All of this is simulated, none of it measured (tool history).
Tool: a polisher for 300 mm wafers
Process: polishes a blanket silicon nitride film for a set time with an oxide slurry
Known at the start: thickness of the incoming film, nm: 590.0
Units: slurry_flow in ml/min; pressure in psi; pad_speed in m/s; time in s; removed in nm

{"run": 1, "hour": 0.0, "slurry_flow": 160, "pressure": 3.3, "pad_speed": 1.12, "slurry_solids": 1.0, "time": 117, "removed": 78.319}
{"run": 2, "hour": 1.5, "slurry_flow": 160, "pressure": 3.3, "pad_speed": 1.12, "slurry_solids": 1.0, "time": 117, "removed": 77.558}
{"run": 3, "hour": 2.4, "slurry_flow": 160, "pressure": 3.0, "pad_speed": 1.12, "slurry_solids": 1.0, "time": 117, "removed": 71.229}
{"run": 4, "hour": 10.5, "slurry_flow": 160, "pressure": 3.0, "pad_speed": 1.12, "slurry_solids": 1.1, "time": 117, "removed": 74.772}
{"run": 5, "hour": 14.3, "slurry_flow": 155, "pressure": 2.7, "pad_speed": 1.12, "slurry_solids": 1.1, "time": 117, "removed": 66.494}
{"run": 6, "hour": 20.9, "slurry_flow": 155, "pressure": 3.0, "pad_speed": 1.12, "slurry_solids": 1.1, "time": 117, "removed": 74.203}
{"run": 7, "hour": 26.0, "slurry_flow": 155, "pressure": 3.0, "pad_speed": 1.12, "slurry_solids": 1.1, "time": 117, "removed": 74.336}

The next listed run, before its measurement:
{"run": 8, "hour": 33.1, "slurry_flow": 135, "pressure": 2.0, "pad_speed": 1.1, "slurry_solids": 1.1, "time": 117, "removed": "?"}

removed: 48.484 nm
